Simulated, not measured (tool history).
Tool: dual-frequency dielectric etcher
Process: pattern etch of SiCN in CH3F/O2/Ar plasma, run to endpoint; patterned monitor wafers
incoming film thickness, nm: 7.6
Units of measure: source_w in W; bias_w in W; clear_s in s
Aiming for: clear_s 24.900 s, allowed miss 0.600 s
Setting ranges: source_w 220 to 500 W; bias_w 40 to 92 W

| run | hour | source_w | bias_w | clear_s |
|---|---|---|---|---|
| 1 | 0.0 | 360 | 66 | 21.914 |
| 2 | 7.4 | 320 | 66 | 22.991 |
| 3 | 9.9 | 310 | 65 | 23.420 |
| 4 | 16.0 | 260 | 65 | 26.223 |
| 5 | 16.9 | 270 | 65 | 25.593 |
| 6 | 20.5 | 270 | 54 | 27.585 |
| 7 | 25.7 | 280 | 54 | 27.178 |
| 8 | 26.6 | 290 | 54 | 26.764 |
| 9 | 30.0 | 300 | 54 | 25.971 |
| 10 | 38.4 | 310 | 54 | 25.680 |

Below are 5 possible settings for the next run. Only one of them brings all results inside the allowed miss of their targets. Which is it?
| A | 46.8 | 300 | 55 | ? |
| B | 46.8 | 300 | 52 | ? |
| C | 46.8 | 320 | 49 | ? |
| D | 46.8 | 320 | 55 | ? |
| E | 46.8 | 270 | 58 | ? |

| move | clear_s |
|---|---|
| A | 26.147 |
| B | 26.804 |
| C | 26.541 |
| D | 25.229 |
| E | 27.126 |
A: the biggest miss grows against the last run
B: the biggest miss grows against the last run
C: the biggest miss grows against the last run
D: meets every target
E: the biggest miss grows against the last run
The right move is D.
